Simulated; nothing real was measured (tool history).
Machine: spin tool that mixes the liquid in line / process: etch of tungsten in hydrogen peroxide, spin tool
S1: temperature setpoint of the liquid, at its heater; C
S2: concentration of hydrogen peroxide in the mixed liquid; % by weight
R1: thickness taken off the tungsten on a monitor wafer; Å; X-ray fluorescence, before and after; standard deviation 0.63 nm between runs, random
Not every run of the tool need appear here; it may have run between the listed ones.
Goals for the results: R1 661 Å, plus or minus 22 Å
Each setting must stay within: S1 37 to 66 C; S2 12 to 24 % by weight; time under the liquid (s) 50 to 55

run 1 day=0 | S1=53 S2=16 time_under_the_liquid_(s)=50 | R1=1274.9
run 2 day=0.267 | S1=52 S2=16 time_under_the_liquid_(s)=50 | R1=1185.1
run 3 day=0.3 | S1=51 S2=16 time_under_the_liquid_(s)=50 | R1=1120
run 4 day=0.646 | S1=50 S2=16 time_under_the_liquid_(s)=50 | R1=1046.1
run 5 day=0.904 | S1=53.5 S2=16 time_under_the_liquid_(s)=50 | R1=1297.8
run 6 day=1.192 | S1=53.5 S2=16 time_under_the_liquid_(s)=55 | R1=1401.6
run 7 day=1.496 | S1=45.5 S2=15.5 time_under_the_liquid_(s)=55 | R1=864.64
run 8 day=1.575 | S1=45 S2=15.5 time_under_the_liquid_(s)=55 | R1=818.97
run 9 day=1.883 | S1=44.5 S2=15.5 time_under_the_liquid_(s)=55 | R1=803.34
-- day=2.125 thermometer replaced
run 10 day=2.125 | S1=44 S2=15.5 time_under_the_liquid_(s)=55 | R1=891.74
run 11 day=2.375 | S1=43.5 S2=15.5 time_under_the_liquid_(s)=55 | R1=864.24
run 12 day=2.488 | S1=38 S2=15.5 time_under_the_liquid_(s)=55 | R1=617.88

Below are 4 possible settings for the next run. Only one of them brings all results inside the allowed miss of their targets. Which is it?
run A day=2.6 | S1=39.5 S2=12.5 time_under_the_liquid_(s)=55 | R1=?
run B day=2.6 | S1=39.5 S2=15 time_under_the_liquid_(s)=55 | R1=?
run C day=2.6 | S1=37 S2=16 time_under_the_liquid_(s)=55 | R1=?
run D day=2.6 | S1=39 S2=12.5 time_under_the_liquid_(s)=55 | R1=?

move=A R1=605
move=B R1=662.74
move=C R1=580.63
move=D R1=585.54
A: moves away from the targets compared with the last run
B: every result lands within tolerance
C: moves away from the targets compared with the last run
D: moves away from the targets compared with the last run
So the answer is move B, the one that meets all the targets.
